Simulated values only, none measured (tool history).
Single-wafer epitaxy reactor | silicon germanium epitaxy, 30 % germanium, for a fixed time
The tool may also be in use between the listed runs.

| run | day | wafer temperature setpoint (pyrometer-controlled) (deg C) | chamber pressure (Pa) | mean film thickness on the monitor wafer (nm) |
|---|---|---|---|---|
| 1 | 0 | 610 | 2200 | 63.319 |
| 2 | 0.354 | 601 | 2200 | 51.905 |
| 3 | 0.517 | 601 | 2026 | 50.572 |
| 4 | 0.792 | 608 | 2040 | 58.339 |
| 5 | 0.879 | 613 | 2053 | 65.534 |
| 6 | 1.079 | 617 | 2053 | 71.545 |
| 7 | 1.175 | 619 | 2053 | 73.489 |
| 8 | 1.496 | 621 | 2053 | 77.004 |
| 9 | 1.829 | 623 | 2053 | 79.385 |
| 10 | 2.025 | 624 | 2053 | 81.351 |
| 11 | 2.296 | 625 | 2053 | 82.685 |
| 12 | 2.371 | 625 | 2053 | 82.628 |

Run 13 comes next. What will it give?
| 13 | 2.475 | 626 | 2053 | ? |

Run 13 gave mean film thickness on the monitor wafer (nm) 84.018.
